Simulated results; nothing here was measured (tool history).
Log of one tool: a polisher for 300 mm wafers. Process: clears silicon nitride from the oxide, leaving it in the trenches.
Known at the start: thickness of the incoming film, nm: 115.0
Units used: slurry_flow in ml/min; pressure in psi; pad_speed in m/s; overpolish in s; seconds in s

| run | day | slurry_flow | pressure | pad_speed | overpolish | seconds |
|---|---|---|---|---|---|---|
| 1 | 0 | 235 | 2.7 | 1.08 | 15 | 129.46 |
| 2 | 0.338 | 235 | 3.1 | 1.08 | 15 | 119.79 |
| 3 | 0.554 | 235 | 3.2 | 1.1 | 15 | 112.65 |
| 4 | 0.804 | 180 | 3.2 | 1.1 | 15 | 115.42 |
| 5 | 0.992 | 180 | 3.2 | 1.1 | 15 | 120.15 |
| 6 | 1.229 | 220 | 3.2 | 1.1 | 15 | 120.2 |
| 7 | 1.421 | 220 | 3.3 | 1.16 | 15 | 109.28 |
| 8 | 1.667 | 220 | 3.4 | 1.18 | 15 | 102.11 |
| 9 | 1.833 | 220 | 3.5 | 1.18 | 15 | 98.985 |
| 10 | 2.092 | 220 | 3.6 | 1.18 | 15 | 100.03 |

What does the tool deliver on the next run?
| 11 | 2.438 | 220 | 3.7 | 1.2 | 15 | ? |

Run 11 gave seconds 92.226 s.
